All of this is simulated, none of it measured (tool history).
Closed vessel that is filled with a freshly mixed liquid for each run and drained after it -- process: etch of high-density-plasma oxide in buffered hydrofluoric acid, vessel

run	hour	temperature setpoint of the liquid (K)	parts of 40 % ammonium fluoride to one part of 49 % hydrofluoric acid (parts by volume)	time in the liquid (s)	thickness taken off the high-density-plasma oxide on a monitor wafer (Å)
1	0.0	293.15	17.5	90	814.23
2	3.9	294.65	16.0	90	965.34
3	10.8	296.15	15.0	90	1124.70
4	14.6	297.15	14.0	90	1268.60
5	15.8	298.15	13.5	90	1377.60
6	18.4	294.65	13.5	90	1145.20
7	20.1	295.65	13.0	90	1241.10
8	26.9	296.65	12.5	90	1371.80
9	29.7	296.65	12.5	90	1366.90
10	34.5	297.65	12.5	90	1466.20
11	36.4	298.15	12.5	90	1502.80

Run 12 comes next. What will it give?
12	43.0	298.65	12.5	90	?

thickness taken off the high-density-plasma oxide on a monitor wafer (Å): 1532.80

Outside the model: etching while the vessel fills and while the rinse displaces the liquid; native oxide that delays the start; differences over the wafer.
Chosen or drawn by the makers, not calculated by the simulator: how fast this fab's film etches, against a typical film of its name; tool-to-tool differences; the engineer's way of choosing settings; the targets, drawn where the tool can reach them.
